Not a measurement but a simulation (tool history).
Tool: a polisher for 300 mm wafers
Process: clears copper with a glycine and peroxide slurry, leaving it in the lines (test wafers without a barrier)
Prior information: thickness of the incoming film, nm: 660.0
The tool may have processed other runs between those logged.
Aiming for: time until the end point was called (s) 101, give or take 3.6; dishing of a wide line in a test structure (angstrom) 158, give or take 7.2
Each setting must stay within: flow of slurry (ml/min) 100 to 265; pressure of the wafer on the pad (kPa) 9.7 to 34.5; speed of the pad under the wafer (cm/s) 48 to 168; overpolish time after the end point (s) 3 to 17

run	hour	flow of slurry (ml/min)	pressure of the wafer on the pad (kPa)	speed of the pad under the wafer (cm/s)	overpolish time after the end point (s)	time until the end point was called (s)	dishing of a wide line in a test structure (angstrom)
1	0	170	22.1	108	9	122.53	234.41
2	8.5	160	22.8	110	7	118.41	212.38
3	14.3	190	22.1	114	6	114.07	195.5
4	20	210	22.1	116	5	111.51	171.67
5	28.1	220	22.8	116	5	109.69	177.23
6	32.1	220	22.8	116	3	109.14	116.96
7	33.1	220	22.8	118	3	108.18	121.84
8	35.5	220	22.8	120	3	107.09	120.83
9	37.6	215	24.8	120	7	98.921	231.77
10	41.4	215	24.8	120	6	100.94	213.59
11	43.5	215	24.1	122	5	100.42	189.48
12	48.7	220	24.1	122	5	100.04	191.37

Below are 4 possible settings for the next run. Only one of them brings all results inside the allowed miss of their targets. Which is it?
A	53.9	220	24.8	134	4	?	?
B	53.9	215	22.1	128	7	?	?
C	53.9	265	24.1	132	4	?	?
D	53.9	170	24.8	120	4	?	?

move	time until the end point was called (s)	dishing of a wide line in a test structure (angstrom)
A	92.112	167.19
B	106.03	220.34
C	93.56	165.46
D	103.69	153.85
A: an improvement on the last run, though not all results are within tolerance
B: further off than the last run
C: an improvement on the last run, though not all results are within tolerance
D: hits every target within its allowed miss
So the answer is move D, the one that meets all the targets.
